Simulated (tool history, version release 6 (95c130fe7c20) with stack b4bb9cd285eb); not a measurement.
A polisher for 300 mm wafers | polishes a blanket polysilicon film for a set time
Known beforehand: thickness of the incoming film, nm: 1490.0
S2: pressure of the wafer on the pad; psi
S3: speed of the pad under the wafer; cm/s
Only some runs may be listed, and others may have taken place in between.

{"run": 1, "hour": 0.0, "flow of slurry (ml/min)": 230, "S2": 2.8, "S3": 114, "polishing time (s)": 73, "film removed (angstrom)": 7731.6}
{"run": 2, "hour": 1.4, "flow of slurry (ml/min)": 230, "S2": 2.4, "S3": 114, "polishing time (s)": 73, "film removed (angstrom)": 6904.1}
{"run": 3, "hour": 9.1, "flow of slurry (ml/min)": 175, "S2": 2.4, "S3": 114, "polishing time (s)": 73, "film removed (angstrom)": 6520.9}
{"run": 4, "hour": 14.3, "flow of slurry (ml/min)": 175, "S2": 2.4, "S3": 136, "polishing time (s)": 73, "film removed (angstrom)": 7639.9}
{"run": 5, "hour": 19.3, "flow of slurry (ml/min)": 200, "S2": 2.4, "S3": 136, "polishing time (s)": 73, "film removed (angstrom)": 8005.4}
{"run": 6, "hour": 20.0, "flow of slurry (ml/min)": 195, "S2": 2.2, "S3": 130, "polishing time (s)": 73, "film removed (angstrom)": 6850.8}
{"run": 7, "hour": 21.9, "flow of slurry (ml/min)": 195, "S2": 2.1, "S3": 126, "polishing time (s)": 73, "film removed (angstrom)": 6458.0}
{"run": 8, "hour": 22.8, "flow of slurry (ml/min)": 195, "S2": 2.0, "S3": 122, "polishing time (s)": 73, "film removed (angstrom)": 5923.0}
{"run": 9, "hour": 26.5, "flow of slurry (ml/min)": 190, "S2": 1.3, "S3": 102, "polishing time (s)": 73, "film removed (angstrom)": 3271.6}
{"run": 10, "hour": 31.3, "flow of slurry (ml/min)": 190, "S2": 1.3, "S3": 102, "polishing time (s)": 73, "film removed (angstrom)": 3204.2}

For run 11, what comes out?
{"run": 11, "hour": 33.1, "flow of slurry (ml/min)": 195, "S2": 1.3, "S3": 102, "polishing time (s)": 73, "film removed (angstrom)": "?"}

{"run 11": {"film removed (angstrom)": 3308.0}}
